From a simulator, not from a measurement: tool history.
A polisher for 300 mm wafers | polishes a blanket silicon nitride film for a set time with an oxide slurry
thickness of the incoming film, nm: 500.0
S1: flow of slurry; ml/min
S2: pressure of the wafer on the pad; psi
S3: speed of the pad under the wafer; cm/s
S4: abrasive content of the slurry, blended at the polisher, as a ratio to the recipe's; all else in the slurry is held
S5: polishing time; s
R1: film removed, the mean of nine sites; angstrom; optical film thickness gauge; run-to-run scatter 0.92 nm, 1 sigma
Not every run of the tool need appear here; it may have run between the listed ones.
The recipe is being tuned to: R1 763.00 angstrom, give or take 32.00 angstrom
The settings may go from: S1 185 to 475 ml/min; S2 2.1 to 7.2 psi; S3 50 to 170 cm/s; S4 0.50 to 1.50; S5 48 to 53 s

run,hour,S1,S2,S3,S4,S5,R1
1,0.0,305,4.6,110,1.00,53,425.62
2,3.0,375,4.6,110,1.00,53,431.14
3,4.3,375,5.3,112,1.00,53,499.46
4,10.7,375,5.8,114,1.00,53,543.00
5,16.6,375,6.2,118,1.00,53,614.43
6,22.6,375,5.5,118,1.00,53,550.44
7,24.4,375,6.0,120,1.00,53,603.04
8,31.8,375,6.3,122,1.00,53,630.36
9,35.5,375,6.5,124,1.00,53,653.27

Exercise: of the 4 proposed moves below, exactly one satisfies all targets within the stated allowed misses. Which move is it?
A,39.2,360,7.1,134,1.05,51,?
B,39.2,375,5.8,140,1.30,52,?
C,39.2,335,6.6,116,1.05,53,?
D,39.2,415,5.9,116,0.95,53,?

move,R1
A,761.75
B,715.55
C,650.98
D,575.60
A: hits every target within its allowed miss
B: closes in on the targets versus the last run, not all within tolerance yet
C: no nearer and no further than the last run
D: the biggest miss grows against the last run
The right move is A.
